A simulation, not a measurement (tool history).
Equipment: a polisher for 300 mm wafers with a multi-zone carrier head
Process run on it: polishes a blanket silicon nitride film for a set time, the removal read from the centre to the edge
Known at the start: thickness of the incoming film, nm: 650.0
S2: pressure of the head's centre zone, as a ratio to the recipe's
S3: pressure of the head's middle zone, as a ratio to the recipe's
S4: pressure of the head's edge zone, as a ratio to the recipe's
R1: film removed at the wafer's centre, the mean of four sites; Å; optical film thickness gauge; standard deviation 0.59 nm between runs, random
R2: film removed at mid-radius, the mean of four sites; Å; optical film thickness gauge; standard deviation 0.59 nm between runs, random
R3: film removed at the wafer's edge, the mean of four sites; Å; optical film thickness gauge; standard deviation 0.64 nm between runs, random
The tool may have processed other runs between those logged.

run 1 day=0 | flow_of_slurry_(ml/min)=185 S2=1 S3=1 S4=1 polishing_time_(s)=30 | R1=463.23 R2=463.03 R3=488.91
run 2 day=0.375 | flow_of_slurry_(ml/min)=195 S2=1.01 S3=1.03 S4=1 polishing_time_(s)=31 | R1=498.5 R2=492.18 R3=516.65
run 3 day=0.621 | flow_of_slurry_(ml/min)=180 S2=1.01 S3=1.03 S4=1 polishing_time_(s)=31 | R1=488.81 R2=492.25 R3=512.28
run 4 day=0.75 | flow_of_slurry_(ml/min)=180 S2=1.01 S3=1.05 S4=0.99 polishing_time_(s)=32 | R1=508.25 R2=516.63 R3=520.45
run 5 day=0.912 | flow_of_slurry_(ml/min)=180 S2=1.01 S3=0.99 S4=0.99 polishing_time_(s)=32 | R1=505.85 R2=489.7 R3=524.81
run 6 day=1.179 | flow_of_slurry_(ml/min)=180 S2=1.01 S3=0.91 S4=0.99 polishing_time_(s)=32 | R1=505.37 R2=454.75 R3=512.15
run 7 day=1.3 | flow_of_slurry_(ml/min)=185 S2=1.01 S3=0.95 S4=0.98 polishing_time_(s)=33 | R1=534.46 R2=495.79 R3=528.07

Estimate the outcome of run 8 from the log above:
run 8 day=1.554 | flow_of_slurry_(ml/min)=195 S2=1.01 S3=0.98 S4=0.98 polishing_time_(s)=33 | R1=? R2=? R3=?

{"run 8": {"R1": 526.73, "R2": 511.86, "R3": 549.33}}

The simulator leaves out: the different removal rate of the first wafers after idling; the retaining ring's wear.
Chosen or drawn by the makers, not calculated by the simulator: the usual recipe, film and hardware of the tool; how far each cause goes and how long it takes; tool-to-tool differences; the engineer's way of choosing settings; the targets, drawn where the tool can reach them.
